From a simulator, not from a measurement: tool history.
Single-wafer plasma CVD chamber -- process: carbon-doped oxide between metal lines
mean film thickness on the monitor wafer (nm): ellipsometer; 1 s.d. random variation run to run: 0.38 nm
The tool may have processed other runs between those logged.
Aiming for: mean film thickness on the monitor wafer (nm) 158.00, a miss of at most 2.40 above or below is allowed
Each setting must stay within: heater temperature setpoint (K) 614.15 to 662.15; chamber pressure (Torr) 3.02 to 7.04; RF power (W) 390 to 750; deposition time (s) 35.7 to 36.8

| run | day | heater temperature setpoint (K) | chamber pressure (Torr) | RF power (W) | deposition time (s) | mean film thickness on the monitor wafer (nm) |
|---|---|---|---|---|---|---|
| 1 | 0.000 | 638.15 | 5.03 | 570 | 35.7 | 175.76 |
| 2 | 0.317 | 643.15 | 5.03 | 570 | 35.7 | 173.92 |
| 3 | 0.525 | 649.15 | 5.03 | 570 | 35.7 | 171.75 |
| 4 | 0.846 | 650.15 | 4.80 | 565 | 35.7 | 169.96 |
| 5 | 1.100 | 651.15 | 4.65 | 555 | 35.7 | 167.79 |
| 6 | 1.133 | 651.15 | 4.97 | 555 | 35.7 | 168.68 |
| 7 | 1.225 | 652.15 | 4.82 | 545 | 35.7 | 166.75 |
| 8 | 1.600 | 653.15 | 4.69 | 540 | 35.7 | 165.08 |
| 9 | 1.725 | 654.15 | 4.60 | 535 | 35.7 | 162.61 |

Which of these 4 next moves meets every target?
| A | 1.850 | 649.15 | 5.18 | 515 | 36.4 | ? |
| B | 1.850 | 653.15 | 5.02 | 510 | 36.1 | ? |
| C | 1.850 | 659.15 | 4.38 | 575 | 35.8 | ? |
| D | 1.850 | 652.15 | 4.16 | 515 | 35.7 | ? |

| move | mean film thickness on the monitor wafer (nm) |
|---|---|
| A | 167.06 |
| B | 162.97 |
| C | 167.01 |
| D | 158.51 |
A: moves away from the targets compared with the last run
B: moves away from the targets compared with the last run
C: moves away from the targets compared with the last run
D: in spec on every target
Answer: D
